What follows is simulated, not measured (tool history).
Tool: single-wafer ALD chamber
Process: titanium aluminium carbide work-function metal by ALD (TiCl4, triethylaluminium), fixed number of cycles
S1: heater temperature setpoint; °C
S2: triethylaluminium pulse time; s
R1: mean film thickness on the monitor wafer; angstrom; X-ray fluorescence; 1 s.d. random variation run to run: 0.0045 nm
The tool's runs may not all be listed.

Run 1, day 0.000: S1 310 °C, S2 11.34 s. Result: R1 18.818 angstrom.
Run 2, day 0.350: S1 310 °C, S2 10.18 s. Result: R1 18.536 angstrom.
Run 3, day 0.575: S1 317 °C, S2 11.61 s. Result: R1 19.628 angstrom.
Run 4, day 0.775: S1 317 °C, S2 8.98 s. Result: R1 18.661 angstrom.
Run 5, day 1.121: S1 308 °C, S2 8.98 s. Result: R1 17.876 angstrom.
At day 1.162: triethylaluminium bottle replaced.
Run 6, day 1.162: S1 301 °C, S2 8.98 s. Result: R1 18.091 angstrom.
Run 7, day 1.475: S1 289 °C, S2 12.61 s. Result: R1 17.619 angstrom.

Predict the results of run 8:
Run 8, day 1.754: S1 302 °C, S2 14.58 s. Result: R1 ?.

{"run 8": {"R1": 18.867}}
